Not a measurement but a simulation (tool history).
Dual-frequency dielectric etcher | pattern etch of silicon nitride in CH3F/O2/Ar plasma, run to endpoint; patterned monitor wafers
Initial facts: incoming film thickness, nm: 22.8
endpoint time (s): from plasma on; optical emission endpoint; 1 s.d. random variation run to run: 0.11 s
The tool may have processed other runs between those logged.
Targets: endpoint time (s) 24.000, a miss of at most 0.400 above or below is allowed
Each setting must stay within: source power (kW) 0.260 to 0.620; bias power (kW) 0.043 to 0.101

run    day  source power (kW)  bias power (kW)  endpoint time (s)
  1  0.000              0.440            0.072             28.798
  2  0.296              0.470            0.072             28.286
  3  0.667              0.510            0.076             26.847
  4  0.888              0.560            0.076             26.076
  5  0.988              0.560            0.082             25.110
  6  1.096              0.560            0.071             26.607
  7  1.171              0.580            0.075             25.804
  8  1.467              0.590            0.078             25.199
  9  1.721              0.600            0.080             24.860
 10  2.004              0.610            0.081             24.711

5 candidate next runs follow, results not yet known. Just one meets every target within its allowed miss. Identify it.
  A  2.288              0.620            0.084                  ?
  B  2.288              0.620            0.094                  ?
  C  2.288              0.610            0.094                  ?
  D  2.288              0.620            0.091                  ?
  E  2.288              0.540            0.081                  ?

move  endpoint time (s)
   A             24.231
   B             23.168
   C             23.300
   D             23.471
   E             25.804
A: hits every target within its allowed miss
B: carries the result that was furthest off beyond its target, to the other side
C: carries the result that was furthest off beyond its target, to the other side
D: carries the result that was furthest off beyond its target, to the other side
E: the biggest miss grows against the last run
A meets every target.

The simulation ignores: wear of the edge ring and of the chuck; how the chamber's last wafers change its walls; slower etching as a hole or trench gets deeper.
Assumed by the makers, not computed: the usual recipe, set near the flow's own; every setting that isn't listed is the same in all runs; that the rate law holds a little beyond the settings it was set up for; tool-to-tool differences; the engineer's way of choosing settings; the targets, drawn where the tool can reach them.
